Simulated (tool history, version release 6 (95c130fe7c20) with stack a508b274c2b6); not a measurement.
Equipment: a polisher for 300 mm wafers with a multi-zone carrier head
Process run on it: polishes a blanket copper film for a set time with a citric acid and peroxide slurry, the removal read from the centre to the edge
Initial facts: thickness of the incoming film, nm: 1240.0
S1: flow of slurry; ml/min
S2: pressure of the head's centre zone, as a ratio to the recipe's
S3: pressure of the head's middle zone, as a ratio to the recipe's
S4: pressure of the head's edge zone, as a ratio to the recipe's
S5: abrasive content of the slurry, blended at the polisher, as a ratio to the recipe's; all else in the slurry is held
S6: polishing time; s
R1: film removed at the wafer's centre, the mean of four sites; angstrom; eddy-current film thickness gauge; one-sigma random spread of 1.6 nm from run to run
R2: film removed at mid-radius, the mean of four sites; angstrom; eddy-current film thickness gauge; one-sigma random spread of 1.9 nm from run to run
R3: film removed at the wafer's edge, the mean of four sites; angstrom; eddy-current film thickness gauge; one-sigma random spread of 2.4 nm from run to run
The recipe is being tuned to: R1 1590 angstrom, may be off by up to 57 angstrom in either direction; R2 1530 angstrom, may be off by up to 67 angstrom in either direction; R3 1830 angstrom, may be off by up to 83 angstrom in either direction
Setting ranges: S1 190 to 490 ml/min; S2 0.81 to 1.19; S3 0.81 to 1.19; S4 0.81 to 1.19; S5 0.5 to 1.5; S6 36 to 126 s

run	day	S1	S2	S3	S4	S5	S6	R1	R2	R3
1	0	315	1	1	1	1	81	1836	1883.9	1854.4
2	0.062	345	1	1	1	1	81	1850.6	1893.4	1900.3
3	0.354	345	1	1	0.96	1	81	1858.7	1911.6	1816.2
4	0.654	340	0.97	0.95	0.98	0.95	81	1806.3	1778	1812.4
5	0.858	340	0.97	0.95	0.98	0.95	69	1492.4	1526.7	1553
6	0.921	340	0.97	0.95	0.9	0.95	69	1538.5	1496.2	1479.4
7	1.192	340	0.97	0.92	0.97	1	69	1540.1	1521.8	1590.3
8	1.554	345	0.98	0.9	1.01	1	69	1571	1474.7	1593.6
9	1.921	345	0.97	0.89	1.06	1.05	69	1591.6	1482.1	1681.3
10	2.138	345	0.96	0.89	1.09	1.05	69	1561.2	1479.3	1678.1
11	2.333	345	0.96	0.89	1.09	1.05	69	1549.4	1490.2	1705.8
12	2.525	350	0.96	0.89	1.11	1.05	69	1556.5	1460.7	1707.3

Consider the 5 candidate settings below. Which is the only one whose results all fall within their allowed miss of target?
A	2.717	250	1.08	0.95	1.18	0.85	68	?	?	?
B	2.717	330	0.86	0.95	1.12	1.15	69	?	?	?
C	2.717	350	1	0.86	1.05	1	69	?	?	?
D	2.717	380	0.93	0.88	1.17	1.15	69	?	?	?
E	2.717	375	1.01	1	1.01	0.8	71	?	?	?

move	R1	R2	R3
A	1489.5	1390.5	1614.5
B	1431.4	1595.4	1788.6
C	1553	1415.9	1669.8
D	1540.8	1514.8	1848.4
E	1513.7	1550.2	1576.8
A: lands further from the targets than the last run did
B: meets the target for the result that was furthest off, but another lies outside its allowed miss
C: lands further from the targets than the last run did
D: in spec on every target
E: lands further from the targets than the last run did
D is the move that brings every result within its allowed miss.
